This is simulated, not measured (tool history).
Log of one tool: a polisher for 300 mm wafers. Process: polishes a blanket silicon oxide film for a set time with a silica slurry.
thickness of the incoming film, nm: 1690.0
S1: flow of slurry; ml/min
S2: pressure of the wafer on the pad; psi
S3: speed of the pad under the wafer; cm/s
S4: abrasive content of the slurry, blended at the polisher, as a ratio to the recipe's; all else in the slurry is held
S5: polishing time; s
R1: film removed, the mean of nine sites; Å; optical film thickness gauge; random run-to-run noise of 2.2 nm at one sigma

run  hour   S1   S2   S3    S4  S5      R1
  1   0.0  235  5.2  150  1.00  46  2711.3
  2   5.7  235  5.2  150  0.85  46  2518.6
  3   8.5  235  6.4  150  0.85  46  3074.8
  4  14.9  235  6.4  150  1.00  46  3322.0
  5  15.5  235  6.4  136  1.00  46  3146.5
  6  23.9  235  6.4  136  0.85  46  2830.7
  7  29.7  235  5.8  134  0.85  46  2545.4
  8  31.7  235  5.3  132  0.85  46  2377.1
  9  40.4  235  4.9  130  0.85  46  2171.5
 10  48.0  235  4.6  130  0.85  46  2073.1
 11  54.6  235  4.4  130  0.85  46  1981.7
 12  63.1  235  4.2  130  0.85  46  1849.6

Predict the results of run 13:
 13  70.8  235  4.1  130  0.85  46   ?

Run 13 yielded R1 1880.0 Å.
